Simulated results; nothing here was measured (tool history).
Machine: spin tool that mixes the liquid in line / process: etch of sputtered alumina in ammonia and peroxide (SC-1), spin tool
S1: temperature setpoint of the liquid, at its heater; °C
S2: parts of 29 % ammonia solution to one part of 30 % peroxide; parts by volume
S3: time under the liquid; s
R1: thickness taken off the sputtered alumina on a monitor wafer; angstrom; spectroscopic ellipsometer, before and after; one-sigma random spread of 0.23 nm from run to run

{"run": 1, "hour": 0.0, "S1": 56, "S2": 0.4, "S3": 325, "R1": 354.46}
{"run": 2, "hour": 2.6, "S1": 57, "S2": 0.4, "S3": 325, "R1": 371.37}
{"run": 3, "hour": 4.6, "S1": 57, "S2": 0.4, "S3": 325, "R1": 373.98}
{"run": 4, "hour": 13.1, "S1": 50.5, "S2": 0.4, "S3": 325, "R1": 264.55}
{"run": 5, "hour": 21.4, "S1": 50.5, "S2": 0.55, "S3": 325, "R1": 270.24}
{"run": 6, "hour": 29.3, "S1": 45, "S2": 0.55, "S3": 325, "R1": 198}
{"run": 7, "hour": 37.5, "S1": 48, "S2": 0.55, "S3": 325, "R1": 236.91}
{"run": 8, "hour": 44.9, "S1": 50.5, "S2": 0.55, "S3": 325, "R1": 269.99}
{"run": 9, "hour": 47.1, "S1": 52.5, "S2": 0.55, "S3": 325, "R1": 302.61}
{"run": 10, "hour": 55.1, "S1": 60.5, "S2": 0.55, "S3": 325, "R1": 456.45}
{"run": 11, "hour": 60.1, "S1": 61, "S2": 0.55, "S3": 325, "R1": 472.33}
{"hour": 62.7, "done": "ammonia flow meter replaced"}
{"run": 12, "hour": 62.7, "S1": 61.5, "S2": 0.55, "S3": 325, "R1": 481.51}

Predict the results of run 13:
{"run": 13, "hour": 68.9, "S1": 62, "S2": 0.55, "S3": 325, "R1": "?"}

Run 13 gave R1 488.12 angstrom.
